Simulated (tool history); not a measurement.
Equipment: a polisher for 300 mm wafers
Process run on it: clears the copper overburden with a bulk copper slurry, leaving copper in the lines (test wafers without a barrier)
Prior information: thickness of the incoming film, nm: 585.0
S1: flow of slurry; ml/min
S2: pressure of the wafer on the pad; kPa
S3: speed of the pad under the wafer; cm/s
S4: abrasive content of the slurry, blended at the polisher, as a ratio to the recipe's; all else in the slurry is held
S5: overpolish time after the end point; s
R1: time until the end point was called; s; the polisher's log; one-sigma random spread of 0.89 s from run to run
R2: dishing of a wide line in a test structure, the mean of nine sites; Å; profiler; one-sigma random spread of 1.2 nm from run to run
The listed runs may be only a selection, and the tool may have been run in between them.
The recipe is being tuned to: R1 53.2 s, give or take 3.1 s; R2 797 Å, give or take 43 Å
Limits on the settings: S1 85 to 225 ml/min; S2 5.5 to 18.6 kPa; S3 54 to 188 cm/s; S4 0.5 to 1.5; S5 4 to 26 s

Run 1, hour 0: S1 145 ml/min, S2 11.7 kPa, S3 120 cm/s, S4 1, S5 13 s. Result: R1 107.65 s, R2 419.67 Å.
Run 2, hour 5.4: S1 145 ml/min, S2 12.4 kPa, S3 122 cm/s, S4 1, S5 13 s. Result: R1 100.23 s, R2 435.27 Å.
Run 3, hour 8.2: S1 145 ml/min, S2 13.1 kPa, S3 124 cm/s, S4 1, S5 13 s. Result: R1 93.544 s, R2 464.11 Å.
Run 4, hour 14: S1 145 ml/min, S2 13.8 kPa, S3 126 cm/s, S4 1, S5 13 s. Result: R1 88.105 s, R2 483.95 Å.
Run 5, hour 15.2: S1 115 ml/min, S2 13.8 kPa, S3 126 cm/s, S4 1, S5 13 s. Result: R1 90.917 s, R2 474.85 Å.
Run 6, hour 16.4: S1 85 ml/min, S2 13.8 kPa, S3 126 cm/s, S4 1, S5 13 s. Result: R1 95.074 s, R2 454.07 Å.
Run 7, hour 18.6: S1 120 ml/min, S2 17.2 kPa, S3 144 cm/s, S4 1, S5 15 s. Result: R1 64.448 s, R2 657.81 Å.
Run 8, hour 22.9: S1 120 ml/min, S2 18.6 kPa, S3 160 cm/s, S4 1, S5 16 s. Result: R1 53.484 s, R2 744.2 Å.

Below are 5 possible settings for the next run. Only one of them brings all results inside the allowed miss of their targets. Which is it?
Run A, hour 27.2: S1 110 ml/min, S2 18.6 kPa, S3 162 cm/s, S4 0.95, S5 18 s. Result: R1 ?, R2 ?.
Run B, hour 27.2: S1 115 ml/min, S2 18.6 kPa, S3 184 cm/s, S4 1.2, S5 15 s. Result: R1 ?, R2 ?.
Run C, hour 27.2: S1 150 ml/min, S2 18.6 kPa, S3 176 cm/s, S4 1.15, S5 15 s. Result: R1 ?, R2 ?.
Run D, hour 27.2: S1 95 ml/min, S2 18.6 kPa, S3 166 cm/s, S4 1.1, S5 12 s. Result: R1 ?, R2 ?.
Run E, hour 27.2: S1 160 ml/min, S2 18.6 kPa, S3 152 cm/s, S4 1.1, S5 23 s. Result: R1 ?, R2 ?.

move      R1      R2
   A  53.715  783.05
   B  45.159  780.24
   C  45.528  777.64
   D  52.557  651.17
   E  52.466  860.31
A: all results in spec
B: the furthest-off result lands on target, but another misses its tolerance
C: the furthest-off result lands on target, but another misses its tolerance
D: the biggest miss grows against the last run
E: moves the result that the last run missed by most past its target, out the other side
So the answer is move A, the one that meets all the targets.
